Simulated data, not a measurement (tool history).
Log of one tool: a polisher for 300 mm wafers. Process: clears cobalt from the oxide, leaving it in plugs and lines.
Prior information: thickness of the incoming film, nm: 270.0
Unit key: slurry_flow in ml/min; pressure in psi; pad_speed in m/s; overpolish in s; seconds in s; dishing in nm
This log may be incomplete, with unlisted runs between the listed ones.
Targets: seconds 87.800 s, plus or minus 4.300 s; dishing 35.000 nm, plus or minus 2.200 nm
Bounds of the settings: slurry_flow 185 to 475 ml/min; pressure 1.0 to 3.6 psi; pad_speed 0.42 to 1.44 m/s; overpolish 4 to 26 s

Run 1, hour 0.0: slurry_flow 305 ml/min, pressure 2.3 psi, pad_speed 0.92 m/s, overpolish 13 s. Result: seconds 53.042 s, dishing 34.240 nm.
Run 2, hour 3.6: slurry_flow 305 ml/min, pressure 2.3 psi, pad_speed 0.92 m/s, overpolish 16 s. Result: seconds 52.801 s, dishing 36.496 nm.
Run 3, hour 9.3: slurry_flow 305 ml/min, pressure 2.3 psi, pad_speed 0.72 m/s, overpolish 16 s. Result: seconds 66.360 s, dishing 33.824 nm.
Run 4, hour 16.2: slurry_flow 305 ml/min, pressure 2.3 psi, pad_speed 0.54 m/s, overpolish 16 s. Result: seconds 90.106 s, dishing 31.307 nm.
Run 5, hour 24.0: slurry_flow 305 ml/min, pressure 2.3 psi, pad_speed 0.54 m/s, overpolish 12 s. Result: seconds 88.875 s, dishing 26.101 nm.
Run 6, hour 25.0: slurry_flow 305 ml/min, pressure 2.0 psi, pad_speed 0.54 m/s, overpolish 12 s. Result: seconds 99.223 s, dishing 24.339 nm.
At hour 32.9: head pressure recalibrated.
Run 7, hour 32.9: slurry_flow 305 ml/min, pressure 2.1 psi, pad_speed 0.54 m/s, overpolish 13 s. Result: seconds 106.930 s, dishing 25.788 nm.
Run 8, hour 33.6: slurry_flow 305 ml/min, pressure 2.1 psi, pad_speed 0.54 m/s, overpolish 14 s. Result: seconds 108.660 s, dishing 26.437 nm.
Run 9, hour 39.7: slurry_flow 305 ml/min, pressure 2.2 psi, pad_speed 0.54 m/s, overpolish 15 s. Result: seconds 102.350 s, dishing 28.584 nm.
Run 10, hour 42.4: slurry_flow 305 ml/min, pressure 2.3 psi, pad_speed 0.54 m/s, overpolish 15 s. Result: seconds 97.255 s, dishing 28.332 nm.

5 candidate next runs follow, results not yet known. Just one meets every target within its allowed miss. Identify it.
Run A, hour 45.1: slurry_flow 375 ml/min, pressure 2.6 psi, pad_speed 0.58 m/s, overpolish 13 s. Result: seconds ?, dishing ?.
Run B, hour 45.1: slurry_flow 220 ml/min, pressure 2.1 psi, pad_speed 0.68 m/s, overpolish 23 s. Result: seconds ?, dishing ?.
Run C, hour 45.1: slurry_flow 365 ml/min, pressure 2.6 psi, pad_speed 0.44 m/s, overpolish 10 s. Result: seconds ?, dishing ?.
Run D, hour 45.1: slurry_flow 280 ml/min, pressure 2.2 psi, pad_speed 0.66 m/s, overpolish 10 s. Result: seconds ?, dishing ?.
Run E, hour 45.1: slurry_flow 260 ml/min, pressure 1.4 psi, pad_speed 0.76 m/s, overpolish 12 s. Result: seconds ?, dishing ?.

move  seconds  dishing
   A   78.840   28.997
   B   87.786   34.529
   C  102.610   21.603
   D   84.037   24.405
   E  114.150   22.696
A: nearer the targets than the last run, but a result is still out of spec
B: all results land within tolerance of their targets
C: the biggest miss grows against the last run
D: the biggest miss grows against the last run
E: the biggest miss grows against the last run
Correct choice: B, which meets every target
